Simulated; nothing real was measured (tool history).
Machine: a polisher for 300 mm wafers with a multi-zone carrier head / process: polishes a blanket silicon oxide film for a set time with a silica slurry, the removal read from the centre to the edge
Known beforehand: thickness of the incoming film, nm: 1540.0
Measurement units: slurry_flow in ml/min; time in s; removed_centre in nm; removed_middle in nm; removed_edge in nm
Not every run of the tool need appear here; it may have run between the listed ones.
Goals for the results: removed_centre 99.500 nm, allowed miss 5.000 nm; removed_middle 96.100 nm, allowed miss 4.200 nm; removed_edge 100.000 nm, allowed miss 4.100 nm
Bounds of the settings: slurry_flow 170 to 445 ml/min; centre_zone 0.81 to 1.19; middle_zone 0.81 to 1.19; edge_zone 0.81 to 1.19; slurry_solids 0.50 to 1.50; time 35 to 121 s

run 1 hour=0.0 | slurry_flow=285 centre_zone=1.00 middle_zone=1.00 edge_zone=1.00 slurry_solids=1.00 time=78 | removed_centre=151.940 removed_middle=151.870 removed_edge=149.080
run 2 hour=6.0 | slurry_flow=285 centre_zone=0.99 middle_zone=0.98 edge_zone=0.99 slurry_solids=0.90 time=76 | removed_centre=138.980 removed_middle=134.940 removed_edge=138.660
run 3 hour=12.9 | slurry_flow=285 centre_zone=0.99 middle_zone=0.98 edge_zone=0.99 slurry_solids=0.90 time=93 | removed_centre=170.830 removed_middle=169.180 removed_edge=171.240
run 4 hour=19.8 | slurry_flow=285 centre_zone=0.99 middle_zone=1.02 edge_zone=0.99 slurry_solids=0.90 time=93 | removed_centre=167.290 removed_middle=172.880 removed_edge=170.470
run 5 hour=23.0 | slurry_flow=285 centre_zone=0.99 middle_zone=1.01 edge_zone=0.97 slurry_solids=0.80 time=88 | removed_centre=157.680 removed_middle=154.870 removed_edge=154.740
run 6 hour=29.2 | slurry_flow=285 centre_zone=0.97 middle_zone=1.01 edge_zone=0.96 slurry_solids=0.75 time=83 | removed_centre=140.190 removed_middle=140.690 removed_edge=141.360
run 7 hour=38.0 | slurry_flow=285 centre_zone=0.96 middle_zone=1.01 edge_zone=0.95 slurry_solids=0.70 time=80 | removed_centre=127.410 removed_middle=132.530 removed_edge=132.310
run 8 hour=44.5 | slurry_flow=285 centre_zone=0.96 middle_zone=1.00 edge_zone=0.94 slurry_solids=0.65 time=77 | removed_centre=119.220 removed_middle=122.760 removed_edge=125.430
run 9 hour=53.1 | slurry_flow=285 centre_zone=0.97 middle_zone=1.00 edge_zone=0.93 slurry_solids=0.60 time=75 | removed_centre=118.010 removed_middle=117.920 removed_edge=116.100
run 10 hour=58.3 | slurry_flow=285 centre_zone=0.96 middle_zone=0.98 edge_zone=0.92 slurry_solids=0.60 time=74 | removed_centre=114.010 removed_middle=116.520 removed_edge=115.800
run 11 hour=61.8 | slurry_flow=285 centre_zone=0.96 middle_zone=0.97 edge_zone=0.92 slurry_solids=0.60 time=72 | removed_centre=108.340 removed_middle=109.280 removed_edge=114.370
run 12 hour=65.8 | slurry_flow=285 centre_zone=0.97 middle_zone=0.97 edge_zone=0.91 slurry_solids=0.60 time=71 | removed_centre=107.530 removed_middle=106.300 removed_edge=107.860
run 13 hour=70.5 | slurry_flow=285 centre_zone=0.97 middle_zone=0.96 edge_zone=0.90 slurry_solids=0.60 time=71 | removed_centre=111.170 removed_middle=108.580 removed_edge=107.490
run 14 hour=78.1 | slurry_flow=275 centre_zone=0.93 middle_zone=0.90 edge_zone=0.92 slurry_solids=0.50 time=68 | removed_centre=94.293 removed_middle=89.814 removed_edge=98.595
run 15 hour=83.9 | slurry_flow=280 centre_zone=0.94 middle_zone=0.91 edge_zone=0.92 slurry_solids=0.50 time=68 | removed_centre=98.657 removed_middle=91.585 removed_edge=96.543

Which single option among these 5 for the next run brings every result within its allowed miss of target? Just one does.
run A hour=89.7 | slurry_flow=275 centre_zone=0.93 middle_zone=0.97 edge_zone=0.94 slurry_solids=0.50 time=63 | removed_centre=? removed_middle=? removed_edge=?
run B hour=89.7 | slurry_flow=205 centre_zone=1.00 middle_zone=0.93 edge_zone=0.93 slurry_solids=0.50 time=65 | removed_centre=? removed_middle=? removed_edge=?
run C hour=89.7 | slurry_flow=305 centre_zone=0.88 middle_zone=1.01 edge_zone=0.83 slurry_solids=0.55 time=63 | removed_centre=? removed_middle=? removed_edge=?
run D hour=89.7 | slurry_flow=235 centre_zone=0.96 middle_zone=0.96 edge_zone=0.96 slurry_solids=0.55 time=68 | removed_centre=? removed_middle=? removed_edge=?
run E hour=89.7 | slurry_flow=260 centre_zone=0.95 middle_zone=0.94 edge_zone=0.85 slurry_solids=0.60 time=60 | removed_centre=? removed_middle=? removed_edge=?

move=A removed_centre=85.348 removed_middle=87.930 removed_edge=89.519
move=B removed_centre=90.470 removed_middle=84.008 removed_edge=89.239
move=C removed_centre=84.730 removed_middle=95.390 removed_edge=89.329
move=D removed_centre=96.370 removed_middle=95.523 removed_edge=99.425
move=E removed_centre=88.223 removed_middle=86.732 removed_edge=87.515
A: its largest miss is bigger than the last run's
B: its largest miss is bigger than the last run's
C: gets the furthest-off result to its target, but another result is out of tolerance
D: all results land within tolerance of their targets
E: its largest miss is bigger than the last run's
So the answer is move D, the one that meets all the targets.

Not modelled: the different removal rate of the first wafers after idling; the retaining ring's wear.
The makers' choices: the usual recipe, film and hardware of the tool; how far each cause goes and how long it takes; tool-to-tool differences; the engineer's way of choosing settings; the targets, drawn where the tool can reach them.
